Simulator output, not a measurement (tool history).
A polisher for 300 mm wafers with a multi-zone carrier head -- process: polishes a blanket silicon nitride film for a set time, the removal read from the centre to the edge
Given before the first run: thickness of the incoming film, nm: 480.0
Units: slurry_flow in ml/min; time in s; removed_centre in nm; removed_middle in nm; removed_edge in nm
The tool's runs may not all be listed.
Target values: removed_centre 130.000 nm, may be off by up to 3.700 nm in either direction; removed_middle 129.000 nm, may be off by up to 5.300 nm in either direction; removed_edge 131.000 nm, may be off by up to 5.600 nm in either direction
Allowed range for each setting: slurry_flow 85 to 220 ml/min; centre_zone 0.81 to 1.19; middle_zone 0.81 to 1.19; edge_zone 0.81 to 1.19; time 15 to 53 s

{"run": 1, "hour": 0.0, "slurry_flow": 140, "centre_zone": 1.0, "middle_zone": 1.0, "edge_zone": 1.0, "time": 34, "removed_centre": 107.94, "removed_middle": 107.01, "removed_edge": 105.64}
{"run": 2, "hour": 8.8, "slurry_flow": 140, "centre_zone": 1.0, "middle_zone": 1.0, "edge_zone": 1.06, "time": 34, "removed_centre": 108.85, "removed_middle": 108.68, "removed_edge": 110.6}
{"run": 3, "hour": 9.4, "slurry_flow": 140, "centre_zone": 1.0, "middle_zone": 1.0, "edge_zone": 1.06, "time": 29, "removed_centre": 93.568, "removed_middle": 90.349, "removed_edge": 92.599}
{"run": 4, "hour": 18.2, "slurry_flow": 145, "centre_zone": 1.01, "middle_zone": 1.01, "edge_zone": 1.09, "time": 31, "removed_centre": 101.01, "removed_middle": 98.02, "removed_edge": 102.17}
{"run": 5, "hour": 25.1, "slurry_flow": 110, "centre_zone": 1.01, "middle_zone": 1.01, "edge_zone": 1.09, "time": 31, "removed_centre": 91.984, "removed_middle": 91.401, "removed_edge": 97.72}
{"run": 6, "hour": 25.8, "slurry_flow": 130, "centre_zone": 1.01, "middle_zone": 1.02, "edge_zone": 1.11, "time": 32, "removed_centre": 100.51, "removed_middle": 100.1, "removed_edge": 103.65}
{"run": 7, "hour": 28.7, "slurry_flow": 145, "centre_zone": 1.01, "middle_zone": 1.02, "edge_zone": 1.13, "time": 33, "removed_centre": 105.77, "removed_middle": 106.71, "removed_edge": 108.93}
{"run": 8, "hour": 31.6, "slurry_flow": 155, "centre_zone": 1.01, "middle_zone": 1.01, "edge_zone": 1.15, "time": 34, "removed_centre": 112.53, "removed_middle": 108.94, "removed_edge": 116.59}
{"run": 9, "hour": 39.9, "slurry_flow": 170, "centre_zone": 1.01, "middle_zone": 1.02, "edge_zone": 1.16, "time": 34, "removed_centre": 114.1, "removed_middle": 111.72, "removed_edge": 117.37}
{"run": 10, "hour": 47.9, "slurry_flow": 175, "centre_zone": 1.01, "middle_zone": 1.03, "edge_zone": 1.17, "time": 35, "removed_centre": 116.48, "removed_middle": 117.83, "removed_edge": 121.27}
{"run": 11, "hour": 48.8, "slurry_flow": 180, "centre_zone": 1.02, "middle_zone": 1.03, "edge_zone": 1.17, "time": 35, "removed_centre": 119.74, "removed_middle": 115.95, "removed_edge": 123.81}
{"run": 12, "hour": 51.6, "slurry_flow": 185, "centre_zone": 1.02, "middle_zone": 1.05, "edge_zone": 1.16, "time": 35, "removed_centre": 120.5, "removed_middle": 121.25, "removed_edge": 122.32}
{"run": 13, "hour": 58.0, "slurry_flow": 190, "centre_zone": 1.02, "middle_zone": 1.05, "edge_zone": 1.17, "time": 35, "removed_centre": 121.61, "removed_middle": 121.13, "removed_edge": 123.57}

Consider the 5 candidate settings below. Which is the only one whose results all fall within their allowed miss of target?
{"run": "A", "hour": 64.4, "slurry_flow": 210, "centre_zone": 1.18, "middle_zone": 0.95, "edge_zone": 1.13, "time": 34, "removed_centre": "?", "removed_middle": "?", "removed_edge": "?"}
{"run": "B", "hour": 64.4, "slurry_flow": 210, "centre_zone": 0.96, "middle_zone": 1.13, "edge_zone": 1.17, "time": 35, "removed_centre": "?", "removed_middle": "?", "removed_edge": "?"}
{"run": "C", "hour": 64.4, "slurry_flow": 195, "centre_zone": 1.0, "middle_zone": 1.04, "edge_zone": 1.19, "time": 32, "removed_centre": "?", "removed_middle": "?", "removed_edge": "?"}
{"run": "D", "hour": 64.4, "slurry_flow": 205, "centre_zone": 1.03, "middle_zone": 1.05, "edge_zone": 1.16, "time": 37, "removed_centre": "?", "removed_middle": "?", "removed_edge": "?"}
{"run": "E", "hour": 64.4, "slurry_flow": 180, "centre_zone": 0.94, "middle_zone": 1.01, "edge_zone": 1.19, "time": 37, "removed_centre": "?", "removed_middle": "?", "removed_edge": "?"}

move=A removed_centre=132.760 removed_middle=109.360 removed_edge=120.190
move=B removed_centre=116.500 removed_middle=130.550 removed_edge=125.660
move=C removed_centre=108.490 removed_middle=109.960 removed_edge=115.120
move=D removed_centre=129.420 removed_middle=129.130 removed_edge=132.060
move=E removed_centre=117.920 removed_middle=122.470 removed_edge=131.910
A: puts the biggest miss on target and leaves a different result outside tolerance
B: misses by more than the last run did
C: misses by more than the last run did
D: all results land within tolerance of their targets
E: misses by more than the last run did
Go with D: it meets all targets.
